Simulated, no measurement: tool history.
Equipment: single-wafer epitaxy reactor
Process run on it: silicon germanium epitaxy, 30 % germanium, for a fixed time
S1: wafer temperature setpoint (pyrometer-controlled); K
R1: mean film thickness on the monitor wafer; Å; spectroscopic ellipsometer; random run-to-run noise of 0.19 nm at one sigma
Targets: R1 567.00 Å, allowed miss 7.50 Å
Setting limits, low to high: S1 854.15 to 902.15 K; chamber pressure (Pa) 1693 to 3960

{"run": 1, "hour": 0.0, "S1": 878.15, "chamber pressure (Pa)": 2826, "R1": 700.17}
{"run": 2, "hour": 2.1, "S1": 875.15, "chamber pressure (Pa)": 2826, "R1": 655.65}
{"run": 3, "hour": 9.2, "S1": 873.15, "chamber pressure (Pa)": 2826, "R1": 628.48}
{"run": 4, "hour": 13.6, "S1": 873.15, "chamber pressure (Pa)": 2493, "R1": 616.48}
{"hour": 19.1, "done": "capacitance manometer re-zeroed and calibrated"}
{"run": 5, "hour": 19.1, "S1": 872.15, "chamber pressure (Pa)": 2493, "R1": 602.58}
{"run": 6, "hour": 21.2, "S1": 872.15, "chamber pressure (Pa)": 2840, "R1": 624.52}
{"run": 7, "hour": 23.6, "S1": 870.15, "chamber pressure (Pa)": 2840, "R1": 596.33}
{"run": 8, "hour": 25.9, "S1": 869.15, "chamber pressure (Pa)": 2840, "R1": 588.2}
{"run": 9, "hour": 34.9, "S1": 868.15, "chamber pressure (Pa)": 2840, "R1": 575.83}

Which single option among these 5 for the next run brings every result within its allowed miss of target? Just one does.
{"run": "A", "hour": 43.9, "S1": 867.15, "chamber pressure (Pa)": 3320, "R1": "?"}
{"run": "B", "hour": 43.9, "S1": 868.15, "chamber pressure (Pa)": 2706, "R1": "?"}
{"run": "C", "hour": 43.9, "S1": 865.15, "chamber pressure (Pa)": 3000, "R1": "?"}
{"run": "D", "hour": 43.9, "S1": 866.15, "chamber pressure (Pa)": 3506, "R1": "?"}
{"run": "E", "hour": 43.9, "S1": 866.15, "chamber pressure (Pa)": 2880, "R1": "?"}

move=A R1=586.72
move=B R1=569.60
move=C R1=548.91
move=D R1=582.92
move=E R1=554.81
A: further off than the last run
B: all results in spec
C: the result that was furthest off in the last run now lies on the other side of its target
D: further off than the last run
E: the result that was furthest off in the last run now lies on the other side of its target
Answer: B
